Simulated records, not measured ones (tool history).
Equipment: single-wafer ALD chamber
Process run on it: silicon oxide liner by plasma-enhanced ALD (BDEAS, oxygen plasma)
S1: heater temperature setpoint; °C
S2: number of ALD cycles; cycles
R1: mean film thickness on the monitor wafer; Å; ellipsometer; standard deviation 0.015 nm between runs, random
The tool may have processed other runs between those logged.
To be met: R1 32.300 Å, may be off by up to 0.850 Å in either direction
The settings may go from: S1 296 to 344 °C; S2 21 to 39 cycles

{"run": 1, "hour": 0.0, "S1": 320, "S2": 30, "R1": 28.521}
{"run": 2, "hour": 5.3, "S1": 320, "S2": 26, "R1": 24.956}
{"run": 3, "hour": 8.0, "S1": 320, "S2": 29, "R1": 27.862}
{"run": 4, "hour": 16.8, "S1": 320, "S2": 25, "R1": 23.793}
{"run": 5, "hour": 21.7, "S1": 320, "S2": 27, "R1": 25.748}
{"run": 6, "hour": 29.3, "S1": 320, "S2": 28, "R1": 26.479}
{"run": 7, "hour": 33.6, "S1": 320, "S2": 29, "R1": 27.723}
{"run": 8, "hour": 39.6, "S1": 320, "S2": 30, "R1": 28.487}
{"run": 9, "hour": 44.1, "S1": 320, "S2": 31, "R1": 29.69}

Exercise: of the 5 proposed moves below, exactly one satisfies all targets within the stated allowed misses. Which move is it?
{"run": "A", "hour": 48.6, "S1": 318, "S2": 35, "R1": "?"}
{"run": "B", "hour": 48.6, "S1": 315, "S2": 34, "R1": "?"}
{"run": "C", "hour": 48.6, "S1": 323, "S2": 30, "R1": "?"}
{"run": "D", "hour": 48.6, "S1": 326, "S2": 32, "R1": "?"}
{"run": "E", "hour": 48.6, "S1": 315, "S2": 32, "R1": "?"}

move=A R1=33.417
move=B R1=32.613
move=C R1=28.421
move=D R1=30.173
move=E R1=30.695
A: carries the result that was furthest off beyond its target, to the other side
B: every result lands within tolerance
C: the biggest miss grows against the last run
D: closes in on the targets versus the last run, not all within tolerance yet
E: closes in on the targets versus the last run, not all within tolerance yet
The right move is B.
